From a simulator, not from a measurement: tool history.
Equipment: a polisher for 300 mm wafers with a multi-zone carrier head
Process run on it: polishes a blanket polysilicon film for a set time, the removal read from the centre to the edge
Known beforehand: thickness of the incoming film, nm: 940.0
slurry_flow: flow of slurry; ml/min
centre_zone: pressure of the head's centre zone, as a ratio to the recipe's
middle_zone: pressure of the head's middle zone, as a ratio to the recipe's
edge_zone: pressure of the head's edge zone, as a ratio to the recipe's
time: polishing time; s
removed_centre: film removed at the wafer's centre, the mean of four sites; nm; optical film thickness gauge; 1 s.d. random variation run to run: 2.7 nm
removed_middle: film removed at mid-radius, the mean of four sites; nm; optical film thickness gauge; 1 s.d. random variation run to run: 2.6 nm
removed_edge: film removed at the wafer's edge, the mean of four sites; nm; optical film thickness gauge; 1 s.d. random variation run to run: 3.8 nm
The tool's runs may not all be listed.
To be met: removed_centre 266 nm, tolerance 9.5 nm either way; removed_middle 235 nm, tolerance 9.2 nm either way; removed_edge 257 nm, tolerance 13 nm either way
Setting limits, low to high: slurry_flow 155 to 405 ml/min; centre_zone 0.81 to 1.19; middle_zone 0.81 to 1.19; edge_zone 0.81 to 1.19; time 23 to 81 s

run	hour	slurry_flow	centre_zone	middle_zone	edge_zone	time	removed_centre	removed_middle	removed_edge
1	0	260	1	1	1	52	290.88	305.37	307.72
2	5.6	260	1	1	0.96	52	292.55	298.89	302.46
3	7.2	260	1	0.98	0.94	51	287.47	295.39	291.3
4	12.2	255	1.01	0.95	0.95	50	280.21	276.55	282.61
5	19.7	255	1.01	0.89	0.95	50	282.91	266.13	287.87
6	28.5	255	1.01	0.89	0.95	61	347.97	317.92	349.46
# hour 34.6: edge zone pressure recalibrated
7	34.6	250	1.01	0.88	0.93	59	334.86	311.22	322.94
8	41.4	250	1.01	0.87	0.93	57	321.38	293.99	318.61
9	42.8	250	1.01	0.87	0.93	57	321.88	294.45	313.85
10	43.4	245	1.01	0.86	0.93	55	308.24	282.76	297.7
11	46	245	1.01	0.85	0.93	54	299.12	272.97	303.82
12	54.6	240	1.01	0.84	0.92	53	301.01	270.13	288.03
13	59.5	240	1.01	0.83	0.92	52	289.46	259.03	284.81

Exactly one of the 5 candidate moves below puts every result within its allowed miss. Which one?
A	64.4	240	0.84	0.9	1.11	57	?	?	?
B	64.4	185	0.98	1.06	0.81	47	?	?	?
C	64.4	255	1.02	0.84	0.91	47	?	?	?
D	64.4	250	1.19	0.82	0.82	49	?	?	?
E	64.4	220	0.92	0.98	0.82	52	?	?	?

move	removed_centre	removed_middle	removed_edge
A	267.17	307.43	347.66
B	248.31	281.34	240.62
C	269.82	240.93	261.89
D	327.71	245.56	260.18
E	264.28	298.08	272.49
A: moves away from the targets compared with the last run
B: moves away from the targets compared with the last run
C: meets every target
D: moves away from the targets compared with the last run
E: moves away from the targets compared with the last run
Correct choice: C, which meets every target
